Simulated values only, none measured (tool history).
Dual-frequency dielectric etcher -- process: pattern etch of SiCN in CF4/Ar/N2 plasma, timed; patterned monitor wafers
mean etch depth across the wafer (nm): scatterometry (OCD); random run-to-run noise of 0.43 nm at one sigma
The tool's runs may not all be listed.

run	hour	source power (kW)	bias power (kW)	Ar flow (sccm)	CF4 flow (sccm)	etch time (s)	mean etch depth across the wafer (nm)
1	0.0	0.410	0.094	98	50	90.0	78.629
2	8.9	0.400	0.094	98	50	90.0	77.010
3	16.3	0.390	0.094	98	50	90.0	76.304
4	17.8	0.390	0.094	108	50	90.0	73.954
5	26.6	0.440	0.094	108	50	90.0	81.721
6	32.0	0.420	0.094	108	50	90.0	78.866

Estimate the outcome of run 7 from the log above:
7	39.3	0.410	0.094	108	50	90.0	?

mean etch depth across the wafer (nm): 77.623
